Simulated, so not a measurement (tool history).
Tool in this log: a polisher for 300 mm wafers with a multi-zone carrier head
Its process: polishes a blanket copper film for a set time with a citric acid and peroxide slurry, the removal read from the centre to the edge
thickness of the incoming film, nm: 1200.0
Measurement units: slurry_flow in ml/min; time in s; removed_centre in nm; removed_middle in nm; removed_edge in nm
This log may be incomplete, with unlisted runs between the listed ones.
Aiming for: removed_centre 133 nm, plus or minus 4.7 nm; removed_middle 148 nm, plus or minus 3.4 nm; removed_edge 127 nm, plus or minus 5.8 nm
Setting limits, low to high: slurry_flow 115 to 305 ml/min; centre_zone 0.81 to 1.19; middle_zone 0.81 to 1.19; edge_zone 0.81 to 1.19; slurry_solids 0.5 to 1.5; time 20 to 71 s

{"run": 1, "hour": 0.0, "slurry_flow": 195, "centre_zone": 1, "middle_zone": 1, "edge_zone": 1, "slurry_solids": 1, "time": 45, "removed_centre": 95.444, "removed_middle": 97.753, "removed_edge": 96.377}
{"run": 2, "hour": 3.0, "slurry_flow": 195, "centre_zone": 0.97, "middle_zone": 1, "edge_zone": 1, "slurry_solids": 1, "time": 45, "removed_centre": 93.33, "removed_middle": 98.375, "removed_edge": 97.103}
{"run": 3, "hour": 6.8, "slurry_flow": 195, "centre_zone": 0.97, "middle_zone": 0.94, "edge_zone": 1, "slurry_solids": 1, "time": 45, "removed_centre": 94.211, "removed_middle": 94.326, "removed_edge": 99.528}
{"run": 4, "hour": 10.5, "slurry_flow": 195, "centre_zone": 0.97, "middle_zone": 0.94, "edge_zone": 1, "slurry_solids": 1, "time": 52, "removed_centre": 108.48, "removed_middle": 108.68, "removed_edge": 111.41}
{"run": 5, "hour": 17.4, "slurry_flow": 195, "centre_zone": 0.97, "middle_zone": 0.94, "edge_zone": 1, "slurry_solids": 1, "time": 44, "removed_centre": 90.815, "removed_middle": 91.607, "removed_edge": 96.448}
{"run": 6, "hour": 25.5, "slurry_flow": 205, "centre_zone": 0.98, "middle_zone": 0.97, "edge_zone": 1.01, "slurry_solids": 1.1, "time": 45, "removed_centre": 97.968, "removed_middle": 98, "removed_edge": 101.72}
{"run": 7, "hour": 30.2, "slurry_flow": 215, "centre_zone": 0.98, "middle_zone": 1, "edge_zone": 1.01, "slurry_solids": 1.15, "time": 46, "removed_centre": 102.41, "removed_middle": 105.93, "removed_edge": 105.96}
{"run": 8, "hour": 39.2, "slurry_flow": 225, "centre_zone": 0.99, "middle_zone": 1.03, "edge_zone": 1.01, "slurry_solids": 1.2, "time": 46, "removed_centre": 103.67, "removed_middle": 110.42, "removed_edge": 108.11}
{"run": 9, "hour": 46.3, "slurry_flow": 235, "centre_zone": 1.01, "middle_zone": 1.05, "edge_zone": 1.01, "slurry_solids": 1.25, "time": 46, "removed_centre": 105.94, "removed_middle": 114.05, "removed_edge": 107.11}

Below are 4 possible settings for the next run. Only one of them brings all results inside the allowed miss of their targets. Which is it?
{"run": "A", "hour": 53.4, "slurry_flow": 195, "centre_zone": 0.99, "middle_zone": 1.12, "edge_zone": 1.14, "slurry_solids": 1.25, "time": 58, "removed_centre": "?", "removed_middle": "?", "removed_edge": "?"}
{"run": "B", "hour": 53.4, "slurry_flow": 225, "centre_zone": 0.92, "middle_zone": 0.9, "edge_zone": 1.11, "slurry_solids": 1.45, "time": 45, "removed_centre": "?", "removed_middle": "?", "removed_edge": "?"}
{"run": "C", "hour": 53.4, "slurry_flow": 260, "centre_zone": 1.04, "middle_zone": 1.14, "edge_zone": 0.95, "slurry_solids": 1.35, "time": 54, "removed_centre": "?", "removed_middle": "?", "removed_edge": "?"}
{"run": "D", "hour": 53.4, "slurry_flow": 240, "centre_zone": 0.97, "middle_zone": 1.08, "edge_zone": 1.04, "slurry_solids": 1.25, "time": 62, "removed_centre": "?", "removed_middle": "?", "removed_edge": "?"}

move=A removed_centre=129.09 removed_middle=146.72 removed_edge=143.7
move=B removed_centre=100.94 removed_middle=100.1 removed_edge=116
move=C removed_centre=132.27 removed_middle=146.97 removed_edge=128.25
move=D removed_centre=140.72 removed_middle=156.73 removed_edge=150.11
A: brings the result that was furthest off to its target, and leaves another outside
B: the biggest miss grows against the last run
C: each result inside its tolerance
D: moves the result that the last run missed by most past its target, out the other side
The right move is C.
